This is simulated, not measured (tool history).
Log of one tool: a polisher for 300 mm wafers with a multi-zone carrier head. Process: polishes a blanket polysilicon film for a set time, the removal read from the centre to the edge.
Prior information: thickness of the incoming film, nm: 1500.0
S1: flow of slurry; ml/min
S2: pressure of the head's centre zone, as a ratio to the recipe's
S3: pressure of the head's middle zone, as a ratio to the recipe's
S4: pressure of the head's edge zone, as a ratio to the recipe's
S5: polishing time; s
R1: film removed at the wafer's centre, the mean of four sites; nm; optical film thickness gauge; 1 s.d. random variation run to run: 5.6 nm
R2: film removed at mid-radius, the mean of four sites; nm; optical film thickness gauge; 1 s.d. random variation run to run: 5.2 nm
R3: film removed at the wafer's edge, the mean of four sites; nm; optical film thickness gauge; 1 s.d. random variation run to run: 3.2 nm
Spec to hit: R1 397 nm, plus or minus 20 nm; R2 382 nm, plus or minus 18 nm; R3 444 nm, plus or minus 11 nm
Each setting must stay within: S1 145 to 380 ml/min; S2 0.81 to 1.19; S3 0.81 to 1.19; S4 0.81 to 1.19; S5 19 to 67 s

| run | day | S1 | S2 | S3 | S4 | S5 | R1 | R2 | R3 |
|---|---|---|---|---|---|---|---|---|---|
| 1 | 0 | 245 | 1 | 1 | 1 | 43 | 488.25 | 471.38 | 511.41 |
| 2 | 0.275 | 240 | 0.98 | 0.97 | 0.98 | 42 | 471.04 | 456.8 | 482.85 |
| 3 | 0.354 | 235 | 0.96 | 0.94 | 1 | 41 | 447.11 | 433.49 | 483.26 |
| 4 | 0.483 | 235 | 0.96 | 0.94 | 1 | 35 | 373.33 | 370.9 | 411.08 |
| 5 | 0.821 | 245 | 0.97 | 0.94 | 1.01 | 35 | 380.84 | 368.31 | 416.89 |
| 6 | 0.996 | 210 | 0.97 | 0.94 | 1.01 | 35 | 384.31 | 367.64 | 409.75 |
| 7 | 1.262 | 215 | 0.97 | 0.95 | 1.02 | 35 | 382.97 | 366.88 | 407.82 |
| 8 | 1.45 | 230 | 0.97 | 0.95 | 1.03 | 35 | 379.05 | 371.24 | 413.41 |
| 9 | 1.538 | 240 | 0.97 | 0.95 | 1.04 | 35 | 389.21 | 377.86 | 424.13 |
| 10 | 1.854 | 245 | 0.97 | 0.95 | 1.05 | 35 | 381.3 | 376.21 | 426.37 |
| 11 | 2.112 | 250 | 0.98 | 0.95 | 1.06 | 35 | 399.61 | 368.8 | 422.9 |
| 12 | 2.304 | 255 | 0.97 | 0.95 | 1.07 | 35 | 387.41 | 373.46 | 427.29 |
| 13 | 2.592 | 260 | 0.97 | 0.95 | 1.08 | 35 | 382.65 | 375.5 | 429.57 |

4 next moves are on the table. One of them brings every result within its allowed miss. Which?
| A | 2.879 | 255 | 0.95 | 0.99 | 1.07 | 34 | ? | ? | ? |
| B | 2.879 | 265 | 1.02 | 1.02 | 1.16 | 32 | ? | ? | ? |
| C | 2.879 | 240 | 0.98 | 0.94 | 1.09 | 36 | ? | ? | ? |
| D | 2.879 | 275 | 0.97 | 0.95 | 1.05 | 34 | ? | ? | ? |

| move | R1 | R2 | R3 |
|---|---|---|---|
| A | 365.63 | 381.54 | 415.44 |
| B | 371.7 | 369.82 | 407.04 |
| C | 395.86 | 383.7 | 441.23 |
| D | 377.05 | 371.86 | 415.01 |
A: the biggest miss grows against the last run
B: the biggest miss grows against the last run
C: meets every target
D: the biggest miss grows against the last run
So the answer is move C, the one that meets all the targets.

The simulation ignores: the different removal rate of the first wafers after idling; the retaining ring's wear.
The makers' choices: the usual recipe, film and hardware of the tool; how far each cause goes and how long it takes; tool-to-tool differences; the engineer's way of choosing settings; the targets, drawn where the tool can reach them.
